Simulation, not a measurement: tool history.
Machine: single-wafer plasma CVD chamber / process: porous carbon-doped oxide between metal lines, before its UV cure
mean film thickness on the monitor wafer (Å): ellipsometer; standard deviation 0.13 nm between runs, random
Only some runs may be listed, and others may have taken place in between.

run  hour  heater temperature setpoint (K)  RF power (kW)  deposition time (s)  mean film thickness on the monitor wafer (Å)
  1   0.0                           593.15          0.380                 21.2                                        826.33
  2   0.6                           593.15          0.425                 21.2                                        902.36
  3   3.5                           593.15          0.455                 21.2                                        955.53
  4  12.3                           593.15          0.455                 21.2                                        954.03
  5  14.0                           593.15          0.500                 21.2                                       1016.40
  6  22.8                           597.15          0.500                 21.2                                        995.92
  7  24.2                           599.15          0.475                 21.1                                        951.18
  8  27.2                           601.15          0.450                 21.0                                        900.30
  9  32.9                           602.15          0.430                 20.9                                        860.30
 10  36.7                           603.15          0.410                 20.8                                        823.19
 11  44.9                           604.15          0.395                 20.7                                        791.89
 12  49.7                           605.15          0.380                 20.6                                        758.78
 13  57.1                           606.15          0.370                 20.6                                        737.85
 14  59.8                           607.15          0.360                 20.6                                        715.36
 15  65.7                           607.15          0.360                 20.6                                        716.83
 16  70.8                           608.15          0.355                 20.6                                        707.43
 17  78.8                           609.15          0.350                 20.6                                        696.73
 18  81.5                           610.15          0.345                 20.6                                        684.81
 19  84.2                           611.15          0.340                 20.6                                        672.77

Expected results for the next run?
 20  90.9                           612.15          0.335                 20.6                                             ?

mean film thickness on the monitor wafer (Å): 661.11

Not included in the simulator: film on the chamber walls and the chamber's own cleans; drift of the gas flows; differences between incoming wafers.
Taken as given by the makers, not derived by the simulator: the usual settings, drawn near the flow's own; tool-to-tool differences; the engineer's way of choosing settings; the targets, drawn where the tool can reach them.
